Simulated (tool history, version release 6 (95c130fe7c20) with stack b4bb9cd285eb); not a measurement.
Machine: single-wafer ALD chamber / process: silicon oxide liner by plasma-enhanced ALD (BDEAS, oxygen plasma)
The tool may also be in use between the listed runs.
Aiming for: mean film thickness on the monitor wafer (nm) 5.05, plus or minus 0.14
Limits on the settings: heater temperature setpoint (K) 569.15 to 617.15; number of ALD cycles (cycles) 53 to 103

run	day	heater temperature setpoint (K)	number of ALD cycles (cycles)	mean film thickness on the monitor wafer (nm)
1	0	593.15	78	6.6634
2	0.108	593.15	73	6.335
3	0.375	593.15	79	6.8779
4	0.675	593.15	69	5.9423
5	0.738	593.15	65	5.6432
6	0.979	593.15	55	4.7368
7	1.146	593.15	56	4.7822
8	1.483	592.15	61	5.2665
9	1.562	593.15	61	5.2394

Exercise: of the 5 proposed moves below, exactly one satisfies all targets within the stated allowed misses. Which move is it?
A	1.642	576.15	62	?
B	1.642	590.15	63	?
C	1.642	612.15	66	?
D	1.642	587.15	58	?
E	1.642	583.15	62	?

move	mean film thickness on the monitor wafer (nm)
A	5.5389
B	5.5026
C	5.5577
D	5.0906
E	5.477
A: the biggest miss grows against the last run
B: the biggest miss grows against the last run
C: the biggest miss grows against the last run
D: all results land within tolerance of their targets
E: the biggest miss grows against the last run
The right move is D.

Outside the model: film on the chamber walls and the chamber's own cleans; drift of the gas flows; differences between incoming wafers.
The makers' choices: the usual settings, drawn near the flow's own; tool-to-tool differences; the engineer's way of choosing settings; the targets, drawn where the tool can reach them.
